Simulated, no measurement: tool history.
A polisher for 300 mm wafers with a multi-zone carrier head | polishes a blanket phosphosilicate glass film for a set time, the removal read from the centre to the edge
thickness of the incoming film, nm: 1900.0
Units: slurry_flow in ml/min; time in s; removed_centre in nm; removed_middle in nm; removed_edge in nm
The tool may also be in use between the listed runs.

run 1 hour=0 | slurry_flow=165 centre_zone=1 middle_zone=1 edge_zone=1 slurry_solids=1 time=63 | removed_centre=469.04 removed_middle=463.27 removed_edge=455.75
run 2 hour=2.6 | slurry_flow=145 centre_zone=1 middle_zone=1 edge_zone=1 slurry_solids=1 time=63 | removed_centre=462.73 removed_middle=458.56 removed_edge=454.74
run 3 hour=10.4 | slurry_flow=160 centre_zone=1.01 middle_zone=1 edge_zone=0.97 slurry_solids=0.85 time=60 | removed_centre=423.15 removed_middle=414.96 removed_edge=398.86
run 4 hour=11.4 | slurry_flow=170 centre_zone=1.01 middle_zone=1 edge_zone=0.94 slurry_solids=0.75 time=58 | removed_centre=405.27 removed_middle=394.97 removed_edge=369.9
run 5 hour=20.1 | slurry_flow=170 centre_zone=1.01 middle_zone=1 edge_zone=0.91 slurry_solids=0.7 time=56 | removed_centre=378.54 removed_middle=372.66 removed_edge=354.74
run 6 hour=25.7 | slurry_flow=210 centre_zone=1.01 middle_zone=1 edge_zone=0.91 slurry_solids=0.7 time=56 | removed_centre=398.34 removed_middle=384.21 removed_edge=364.03
run 7 hour=28.2 | slurry_flow=195 centre_zone=1.02 middle_zone=1 edge_zone=0.89 slurry_solids=0.65 time=54 | removed_centre=370.28 removed_middle=356.42 removed_edge=333.43
run 8 hour=35.3 | slurry_flow=180 centre_zone=1.03 middle_zone=1 edge_zone=0.87 slurry_solids=0.6 time=54 | removed_centre=363.15 removed_middle=344.79 removed_edge=322.95
run 9 hour=36.5 | slurry_flow=170 centre_zone=1.03 middle_zone=1.01 edge_zone=0.85 slurry_solids=0.55 time=53 | removed_centre=346.03 removed_middle=325.55 removed_edge=297.77
run 10 hour=45.3 | slurry_flow=165 centre_zone=1.02 middle_zone=1.01 edge_zone=0.84 slurry_solids=0.55 time=53 | removed_centre=332.51 removed_middle=330.29 removed_edge=305.29

Forecast run 11:
run 11 hour=46.7 | slurry_flow=160 centre_zone=1.03 middle_zone=1.02 edge_zone=0.83 slurry_solids=0.55 time=53 | removed_centre=? removed_middle=? removed_edge=?

{"run 11": {"removed_centre": 337.93, "removed_middle": 328.99, "removed_edge": 303.07}}

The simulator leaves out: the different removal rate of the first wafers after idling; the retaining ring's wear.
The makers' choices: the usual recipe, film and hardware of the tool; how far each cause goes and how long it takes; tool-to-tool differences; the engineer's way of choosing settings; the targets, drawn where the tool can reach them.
